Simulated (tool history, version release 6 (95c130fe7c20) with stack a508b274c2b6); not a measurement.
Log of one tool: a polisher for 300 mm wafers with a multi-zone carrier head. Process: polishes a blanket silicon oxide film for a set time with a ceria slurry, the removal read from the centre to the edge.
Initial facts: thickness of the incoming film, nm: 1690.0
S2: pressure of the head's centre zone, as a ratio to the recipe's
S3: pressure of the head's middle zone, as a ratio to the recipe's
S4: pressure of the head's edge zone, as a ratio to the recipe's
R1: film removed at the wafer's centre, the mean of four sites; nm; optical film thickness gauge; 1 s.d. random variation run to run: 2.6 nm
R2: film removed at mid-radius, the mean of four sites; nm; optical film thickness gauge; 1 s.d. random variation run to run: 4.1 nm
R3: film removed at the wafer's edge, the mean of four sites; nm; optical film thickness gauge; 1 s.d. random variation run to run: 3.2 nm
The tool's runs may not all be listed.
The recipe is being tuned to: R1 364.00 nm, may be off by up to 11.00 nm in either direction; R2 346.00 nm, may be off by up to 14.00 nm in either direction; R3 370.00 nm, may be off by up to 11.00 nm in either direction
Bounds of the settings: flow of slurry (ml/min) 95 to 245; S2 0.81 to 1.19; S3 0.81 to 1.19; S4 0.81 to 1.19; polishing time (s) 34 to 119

Run 1, hour 0.0: flow of slurry (ml/min) 155, S2 1.00, S3 1.00, S4 1.00, polishing time (s) 76. Result: R1 530.79 nm, R2 487.07 nm, R3 484.31 nm.
Run 2, hour 7.3: flow of slurry (ml/min) 155, S2 1.07, S3 1.00, S4 1.00, polishing time (s) 76. Result: R1 567.74 nm, R2 475.72 nm, R3 481.21 nm.
Run 3, hour 11.1: flow of slurry (ml/min) 155, S2 1.07, S3 1.07, S4 1.00, polishing time (s) 76. Result: R1 571.80 nm, R2 505.08 nm, R3 483.26 nm.
Run 4, hour 15.0: flow of slurry (ml/min) 130, S2 1.07, S3 1.07, S4 1.00, polishing time (s) 76. Result: R1 536.16 nm, R2 484.03 nm, R3 474.94 nm.
At hour 18.3: centre zone pressure recalibrated.
Run 5, hour 18.3: flow of slurry (ml/min) 125, S2 1.03, S3 1.02, S4 0.98, polishing time (s) 72. Result: R1 450.00 nm, R2 433.31 nm, R3 431.21 nm.
Run 6, hour 25.2: flow of slurry (ml/min) 95, S2 1.03, S3 1.02, S4 0.98, polishing time (s) 72. Result: R1 406.56 nm, R2 398.16 nm, R3 410.66 nm.
Run 7, hour 32.2: flow of slurry (ml/min) 95, S2 1.02, S3 0.98, S4 0.95, polishing time (s) 72. Result: R1 400.87 nm, R2 387.21 nm, R3 409.09 nm.
Run 8, hour 35.1: flow of slurry (ml/min) 100, S2 1.01, S3 0.96, S4 0.93, polishing time (s) 70. Result: R1 392.17 nm, R2 379.63 nm, R3 395.94 nm.
Run 9, hour 35.9: flow of slurry (ml/min) 95, S2 0.97, S3 0.88, S4 0.89, polishing time (s) 65. Result: R1 347.36 nm, R2 331.30 nm, R3 366.33 nm.
Run 10, hour 41.1: flow of slurry (ml/min) 100, S2 0.97, S3 0.88, S4 0.89, polishing time (s) 65. Result: R1 351.99 nm, R2 340.39 nm, R3 369.33 nm.
Run 11, hour 47.3: flow of slurry (ml/min) 100, S2 0.97, S3 0.88, S4 0.89, polishing time (s) 65. Result: R1 351.74 nm, R2 328.18 nm, R3 371.00 nm.
Run 12, hour 50.9: flow of slurry (ml/min) 100, S2 0.97, S3 0.88, S4 0.89, polishing time (s) 65. Result: R1 353.16 nm, R2 329.49 nm, R3 363.46 nm.

Below are 5 possible settings for the next run. Only one of them brings all results inside the allowed miss of their targets. Which is it?
Run A, hour 54.5: flow of slurry (ml/min) 110, S2 1.01, S3 0.81, S4 0.89, polishing time (s) 61. Result: R1 ?, R2 ?, R3 ?.
Run B, hour 54.5: flow of slurry (ml/min) 110, S2 0.94, S3 0.86, S4 0.81, polishing time (s) 67. Result: R1 ?, R2 ?, R3 ?.
Run C, hour 54.5: flow of slurry (ml/min) 110, S2 0.95, S3 0.93, S4 0.85, polishing time (s) 62. Result: R1 ?, R2 ?, R3 ?.
Run D, hour 54.5: flow of slurry (ml/min) 110, S2 0.99, S3 0.96, S4 0.81, polishing time (s) 63. Result: R1 ?, R2 ?, R3 ?.
Run E, hour 54.5: flow of slurry (ml/min) 130, S2 0.94, S3 0.95, S4 0.88, polishing time (s) 59. Result: R1 ?, R2 ?, R3 ?.

move      R1      R2      R3
   A  356.25  305.30  352.31
   B  364.08  349.60  373.07
   C  340.66  341.76  351.28
   D  360.92  355.18  350.40
   E  338.26  345.83  349.80
A: its largest miss is bigger than the last run's
B: hits every target within its allowed miss
C: the worst result of the last run now meets its target, but another is out of spec
D: the worst result of the last run now meets its target, but another is out of spec
E: the worst result of the last run now meets its target, but another is out of spec
The move that meets every target is B.

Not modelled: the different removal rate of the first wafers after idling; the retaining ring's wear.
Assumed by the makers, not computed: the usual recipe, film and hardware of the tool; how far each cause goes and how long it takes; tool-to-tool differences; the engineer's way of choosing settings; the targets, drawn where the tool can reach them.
